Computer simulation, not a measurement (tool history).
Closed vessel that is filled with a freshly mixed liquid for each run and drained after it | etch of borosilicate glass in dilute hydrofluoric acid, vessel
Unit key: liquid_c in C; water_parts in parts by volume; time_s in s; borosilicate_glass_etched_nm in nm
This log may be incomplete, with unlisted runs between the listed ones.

run  hour  liquid_c  water_parts  time_s  borosilicate_glass_etched_nm
  1     0        24          155     365                        84.106
  2   3.4        22          165     365                         71.57
  3  10.6        22          165     365                         71.07
  4    16        22          125     365                        98.981
  5  18.5        19          125     365                        87.254
  6  20.5      18.5          140     365                        75.792
  7  24.1        18          150     365                        68.727

Run 8 comes next. What will it give?
  8  32.6        17          180     365                             ?

{"run 8": {"borosilicate_glass_etched_nm": 53.305}}
